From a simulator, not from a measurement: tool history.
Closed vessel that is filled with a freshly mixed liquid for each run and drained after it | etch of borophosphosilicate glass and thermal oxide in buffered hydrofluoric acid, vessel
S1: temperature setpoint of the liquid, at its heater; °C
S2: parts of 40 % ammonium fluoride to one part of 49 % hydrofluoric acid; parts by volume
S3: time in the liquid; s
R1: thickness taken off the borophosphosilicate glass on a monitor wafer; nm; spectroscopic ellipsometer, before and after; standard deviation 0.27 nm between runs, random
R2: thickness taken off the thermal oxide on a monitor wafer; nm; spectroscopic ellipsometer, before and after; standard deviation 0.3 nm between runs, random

Run 1, hour 0: S1 21 °C, S2 12.5 parts by volume, S3 60 s. Result: R1 51.69 nm, R2 42.994 nm.
Run 2, hour 3.1: S1 20 °C, S2 12.5 parts by volume, S3 60 s. Result: R1 49.085 nm, R2 40.855 nm.
Run 3, hour 7.4: S1 20 °C, S2 15.5 parts by volume, S3 60 s. Result: R1 39.3 nm, R2 32.971 nm.
Run 4, hour 11.8: S1 22.5 °C, S2 15.5 parts by volume, S3 60 s. Result: R1 45.071 nm, R2 37.821 nm.
Run 5, hour 14: S1 20 °C, S2 15.5 parts by volume, S3 60 s. Result: R1 38.959 nm, R2 32.447 nm.
Run 6, hour 15.9: S1 20.5 °C, S2 15.5 parts by volume, S3 60 s. Result: R1 40.073 nm, R2 33.771 nm.
At hour 19.2: thermometer replaced.
Run 7, hour 19.2: S1 21 °C, S2 15.5 parts by volume, S3 60 s. Result: R1 44.329 nm, R2 37.783 nm.

What will run 8 give?
Run 8, hour 22.7: S1 20.5 °C, S2 15.5 parts by volume, S3 60 s. Result: R1 ?, R2 ?.

{"run 8": {"R1": 44.135, "R2": 36.533}}

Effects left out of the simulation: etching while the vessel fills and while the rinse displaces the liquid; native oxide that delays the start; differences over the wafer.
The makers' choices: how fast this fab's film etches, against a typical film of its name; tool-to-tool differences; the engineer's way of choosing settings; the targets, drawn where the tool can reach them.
